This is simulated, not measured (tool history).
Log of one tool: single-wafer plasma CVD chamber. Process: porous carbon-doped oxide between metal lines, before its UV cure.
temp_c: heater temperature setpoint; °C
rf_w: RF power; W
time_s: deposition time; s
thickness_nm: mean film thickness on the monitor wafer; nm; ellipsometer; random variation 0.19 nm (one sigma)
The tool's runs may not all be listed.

run  hour  temp_c  rf_w  time_s  thickness_nm
  1     0     315   560    12.7        73.385
  2   3.4     319   550    12.7        70.458
  3   6.4     323   545    12.7        68.033
  4  13.9     323   545    12.7        67.981
  5  17.8     326   545    12.7        66.775
  6  21.8     328   545    12.7        66.012
  7  27.9     330   545    12.7        65.571
  8    30     332   545    12.7        64.789

What will run 9 give?
  9  32.8     333   545    12.7             ?

{"run 9": {"thickness_nm": 64.742}}

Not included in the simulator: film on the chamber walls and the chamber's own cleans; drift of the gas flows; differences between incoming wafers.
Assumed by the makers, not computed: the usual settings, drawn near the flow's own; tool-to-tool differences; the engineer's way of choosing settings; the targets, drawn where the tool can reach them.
